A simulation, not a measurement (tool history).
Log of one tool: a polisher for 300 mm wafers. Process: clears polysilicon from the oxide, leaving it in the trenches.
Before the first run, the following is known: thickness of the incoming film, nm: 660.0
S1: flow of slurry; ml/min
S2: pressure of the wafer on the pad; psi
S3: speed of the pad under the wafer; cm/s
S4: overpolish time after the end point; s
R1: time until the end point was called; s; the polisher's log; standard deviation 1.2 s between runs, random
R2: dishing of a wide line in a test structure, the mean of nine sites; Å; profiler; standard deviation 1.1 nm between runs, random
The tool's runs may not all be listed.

run,hour,S1,S2,S3,S4,R1,R2
1,0,145,2,102,30,60.014,581.26
2,5,145,2,102,28,58.454,622.59
3,8.3,145,2,84,28,70.947,593.67
4,15.3,145,2.2,84,28,64.945,573.63
5,22.5,140,2.3,80,31,64.351,573.94
6,27.6,140,2.3,98,31,56.579,583.72
7,30.5,135,2.4,92,34,56.893,583.62
8,38.4,145,2.4,88,34,57.383,573.12
9,40.6,185,1.8,62,20,86.29,537.24
10,49.4,185,1.8,62,20,86.816,549.27
11,50.5,185,1.8,62,20,85.012,552.32
12,59.3,190,1.8,60,19,88.579,545.02

What will run 13 give?
13,64.5,195,1.9,58,18,?,?

R1: 86.249 s
R2: 544.66 Å

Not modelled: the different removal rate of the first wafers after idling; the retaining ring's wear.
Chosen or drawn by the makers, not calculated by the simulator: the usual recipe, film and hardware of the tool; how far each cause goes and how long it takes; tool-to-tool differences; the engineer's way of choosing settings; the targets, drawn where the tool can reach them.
